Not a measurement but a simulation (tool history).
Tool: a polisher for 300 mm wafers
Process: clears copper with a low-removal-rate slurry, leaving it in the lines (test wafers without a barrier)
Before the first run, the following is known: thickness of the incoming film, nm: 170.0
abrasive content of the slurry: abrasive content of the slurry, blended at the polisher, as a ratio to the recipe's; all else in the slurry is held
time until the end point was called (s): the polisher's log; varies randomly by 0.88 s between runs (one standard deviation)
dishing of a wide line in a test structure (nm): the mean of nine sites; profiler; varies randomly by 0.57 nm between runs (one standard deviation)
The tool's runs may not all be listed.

run    day  flow of slurry (ml/min)  pressure of the wafer on the pad (psi)  speed of the pad under the wafer (cm/s)  abrasive content of the slurry  overpolish time after the end point (s)  time until the end point was called (s)  dishing of a wide line in a test structure (nm)
  1      0                      320                                     2.4                                       84                               1                                       12                                   85.373                                           16.655
  2  0.358                      320                                     2.6                                       84                               1                                       13                                   80.734                                           20.225
  3  0.542                      320                                     2.8                                       84                               1                                       13                                   76.006                                           20.288
  4  0.575                      320                                     2.9                                       84                               1                                       13                                   72.837                                            20.92
  5  0.754                      320                                     2.9                                       84                               1                                       10                                   72.211                                           16.881
  6  0.779                      320                                     2.9                                       84                               1                                        7                                   72.371                                           12.217

Run 7 is up next; what results do you expect?
  7  0.846                      320                                     3.3                                       86                               1                                       13                                        ?                                                ?

time until the end point was called (s): 64.729
dishing of a wide line in a test structure (nm): 23.587

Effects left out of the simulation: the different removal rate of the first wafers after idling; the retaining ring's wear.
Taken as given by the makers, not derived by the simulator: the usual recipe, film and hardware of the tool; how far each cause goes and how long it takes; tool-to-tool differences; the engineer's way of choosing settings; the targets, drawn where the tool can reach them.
